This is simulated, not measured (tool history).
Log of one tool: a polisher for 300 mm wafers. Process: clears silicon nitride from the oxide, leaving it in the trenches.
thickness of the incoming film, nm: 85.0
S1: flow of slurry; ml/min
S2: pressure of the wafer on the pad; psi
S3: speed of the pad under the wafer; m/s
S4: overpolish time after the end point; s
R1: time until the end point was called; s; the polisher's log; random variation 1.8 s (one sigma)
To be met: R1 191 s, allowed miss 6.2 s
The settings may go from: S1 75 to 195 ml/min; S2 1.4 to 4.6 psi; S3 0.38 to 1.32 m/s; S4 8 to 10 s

{"run": 1, "hour": 0.0, "S1": 125, "S2": 3, "S3": 0.84, "S4": 10, "R1": 112.31}
{"run": 2, "hour": 7.1, "S1": 100, "S2": 3, "S3": 0.84, "S4": 10, "R1": 118.2}
{"run": 3, "hour": 7.7, "S1": 95, "S2": 2.6, "S3": 0.84, "S4": 10, "R1": 137.2}
{"run": 4, "hour": 16.0, "S1": 90, "S2": 2.4, "S3": 0.84, "S4": 10, "R1": 150.52}
{"run": 5, "hour": 18.2, "S1": 90, "S2": 2.4, "S3": 0.84, "S4": 10, "R1": 151.29}
{"run": 6, "hour": 21.5, "S1": 90, "S2": 2.4, "S3": 0.84, "S4": 10, "R1": 150.31}
{"run": 7, "hour": 23.1, "S1": 90, "S2": 2.2, "S3": 0.84, "S4": 10, "R1": 163.63}
{"run": 8, "hour": 24.3, "S1": 90, "S2": 2.2, "S3": 0.84, "S4": 10, "R1": 163.25}
{"run": 9, "hour": 33.0, "S1": 90, "S2": 2.1, "S3": 0.84, "S4": 10, "R1": 168.31}
{"run": 10, "hour": 34.2, "S1": 90, "S2": 2, "S3": 0.84, "S4": 10, "R1": 179.71}

4 next moves are on the table. One of them brings every result within its allowed miss. Which?
{"run": "A", "hour": 35.4, "S1": 95, "S2": 2.4, "S3": 0.72, "S4": 9, "R1": "?"}
{"run": "B", "hour": 35.4, "S1": 85, "S2": 1.8, "S3": 0.98, "S4": 8, "R1": "?"}
{"run": "C", "hour": 35.4, "S1": 90, "S2": 2.2, "S3": 0.84, "S4": 8, "R1": "?"}
{"run": "D", "hour": 35.4, "S1": 100, "S2": 1.6, "S3": 0.96, "S4": 10, "R1": "?"}

move=A R1=171.29
move=B R1=171.95
move=C R1=162.54
move=D R1=188.57
A: further off than the last run
B: further off than the last run
C: further off than the last run
D: meets every target
The right move is D.
